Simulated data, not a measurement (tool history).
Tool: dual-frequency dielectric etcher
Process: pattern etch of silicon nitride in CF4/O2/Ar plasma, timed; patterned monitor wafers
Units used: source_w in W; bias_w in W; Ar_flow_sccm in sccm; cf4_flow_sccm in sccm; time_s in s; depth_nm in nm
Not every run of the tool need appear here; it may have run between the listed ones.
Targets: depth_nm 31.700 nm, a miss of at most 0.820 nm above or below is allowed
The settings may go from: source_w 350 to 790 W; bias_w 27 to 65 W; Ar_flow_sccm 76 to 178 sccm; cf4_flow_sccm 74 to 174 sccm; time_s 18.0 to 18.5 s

| run | hour | source_w | bias_w | Ar_flow_sccm | cf4_flow_sccm | time_s | depth_nm |
|---|---|---|---|---|---|---|---|
| 1 | 0.0 | 570 | 46 | 127 | 124 | 18.0 | 34.963 |
| 2 | 3.4 | 570 | 46 | 127 | 124 | 18.5 | 36.155 |
| 3 | 5.8 | 540 | 46 | 127 | 124 | 18.5 | 34.577 |
| 4 | 7.2 | 520 | 46 | 127 | 124 | 18.5 | 33.185 |
| 5 | 9.6 | 580 | 46 | 127 | 124 | 18.5 | 36.779 |
| 6 | 11.5 | 580 | 38 | 127 | 124 | 18.5 | 34.133 |
| 7 | 18.8 | 570 | 38 | 127 | 124 | 18.5 | 33.420 |
| 8 | 21.5 | 560 | 38 | 127 | 124 | 18.5 | 33.042 |

Next run, 5 choices. One meets every target within its allowed miss, the rest don't. Which?
| A | 24.2 | 590 | 30 | 128 | 162 | 18.5 | ? |
| B | 24.2 | 570 | 34 | 133 | 154 | 18.5 | ? |
| C | 24.2 | 570 | 41 | 128 | 124 | 18.5 | ? |
| D | 24.2 | 530 | 41 | 102 | 118 | 18.0 | ? |
| E | 24.2 | 570 | 42 | 132 | 127 | 18.0 | ? |

| move | depth_nm |
|---|---|
| A | 33.029 |
| B | 33.111 |
| C | 34.490 |
| D | 31.904 |
| E | 33.899 |
A: about the same distance from the targets as the last run
B: its largest miss is bigger than the last run's
C: its largest miss is bigger than the last run's
D: meets every target
E: its largest miss is bigger than the last run's
Answer: D
